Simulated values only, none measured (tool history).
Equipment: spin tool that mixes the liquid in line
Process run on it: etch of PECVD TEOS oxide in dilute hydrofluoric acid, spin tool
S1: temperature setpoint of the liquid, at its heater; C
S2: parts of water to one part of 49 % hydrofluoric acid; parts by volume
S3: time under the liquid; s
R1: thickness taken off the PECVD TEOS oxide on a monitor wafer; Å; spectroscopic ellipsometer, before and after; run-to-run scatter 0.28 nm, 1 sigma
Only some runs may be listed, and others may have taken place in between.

{"run": 1, "hour": 0.0, "S1": 23, "S2": 85, "S3": 65, "R1": 203.05}
{"run": 2, "hour": 0.6, "S1": 23, "S2": 85, "S3": 65, "R1": 201.98}
{"run": 3, "hour": 5.7, "S1": 26.5, "S2": 85, "S3": 65, "R1": 232.75}
{"run": 4, "hour": 11.1, "S1": 27.5, "S2": 80, "S3": 65, "R1": 255.41}
{"run": 5, "hour": 16.8, "S1": 24.5, "S2": 80, "S3": 65, "R1": 224.67}
{"run": 6, "hour": 21.6, "S1": 22, "S2": 80, "S3": 65, "R1": 203.42}
{"run": 7, "hour": 25.0, "S1": 24, "S2": 75, "S3": 65, "R1": 240.9}
{"run": 8, "hour": 32.7, "S1": 25.5, "S2": 75, "S3": 65, "R1": 255.09}
{"run": 9, "hour": 36.4, "S1": 26.5, "S2": 75, "S3": 65, "R1": 267.75}
{"run": 10, "hour": 41.0, "S1": 27.5, "S2": 75, "S3": 65, "R1": 277.31}
{"run": 11, "hour": 49.2, "S1": 28.5, "S2": 75, "S3": 65, "R1": 289.17}
{"run": 12, "hour": 57.5, "S1": 29, "S2": 75, "S3": 65, "R1": 295.9}
{"run": 13, "hour": 63.6, "S1": 29.5, "S2": 75, "S3": 65, "R1": 297.58}
{"run": 14, "hour": 68.3, "S1": 29.5, "S2": 75, "S3": 65, "R1": 298.05}

What will run 15 give?
{"run": 15, "hour": 71.3, "S1": 30, "S2": 75, "S3": 65, "R1": "?"}

Run 15 came out at R1 299.01 Å.

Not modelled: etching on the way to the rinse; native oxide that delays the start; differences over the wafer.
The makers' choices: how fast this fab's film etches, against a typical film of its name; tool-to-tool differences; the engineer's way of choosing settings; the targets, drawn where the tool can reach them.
